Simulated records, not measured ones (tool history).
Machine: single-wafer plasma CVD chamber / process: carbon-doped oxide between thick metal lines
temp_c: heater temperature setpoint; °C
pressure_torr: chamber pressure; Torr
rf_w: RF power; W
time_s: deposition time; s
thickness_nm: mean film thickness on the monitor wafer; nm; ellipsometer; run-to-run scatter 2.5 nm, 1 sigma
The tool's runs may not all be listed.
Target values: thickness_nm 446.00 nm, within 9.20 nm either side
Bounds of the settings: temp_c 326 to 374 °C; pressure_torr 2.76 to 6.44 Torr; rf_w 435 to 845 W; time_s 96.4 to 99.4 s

run,hour,temp_c,pressure_torr,rf_w,time_s,thickness_nm
1,0.0,350,4.60,640,96.4,545.54
2,6.1,350,4.60,640,99.4,565.03
3,7.9,350,4.60,640,99.4,556.36
4,8.6,351,4.38,610,99.1,529.77
5,11.9,353,4.08,605,99.1,532.83
6,18.6,346,4.08,605,99.1,531.62
7,23.1,346,4.01,580,98.9,513.12
8,24.7,346,3.96,560,98.7,492.41

Next run, 5 choices. One meets every target within its allowed miss, the rest don't. Which?
A,26.3,354,3.62,545,97.8,?
B,26.3,347,3.83,485,96.4,?
C,26.3,344,3.98,630,99.4,?
D,26.3,348,3.08,500,99.4,?
E,26.3,342,3.61,465,96.4,?

move,thickness_nm
A,470.23
B,429.13
C,552.31
D,444.61
E,413.73
A: an improvement on the last run, though not all results are within tolerance
B: the result that was furthest off in the last run now lies on the other side of its target
C: further off than the last run
D: hits every target within its allowed miss
E: the result that was furthest off in the last run now lies on the other side of its target
Go with D: it meets all targets.

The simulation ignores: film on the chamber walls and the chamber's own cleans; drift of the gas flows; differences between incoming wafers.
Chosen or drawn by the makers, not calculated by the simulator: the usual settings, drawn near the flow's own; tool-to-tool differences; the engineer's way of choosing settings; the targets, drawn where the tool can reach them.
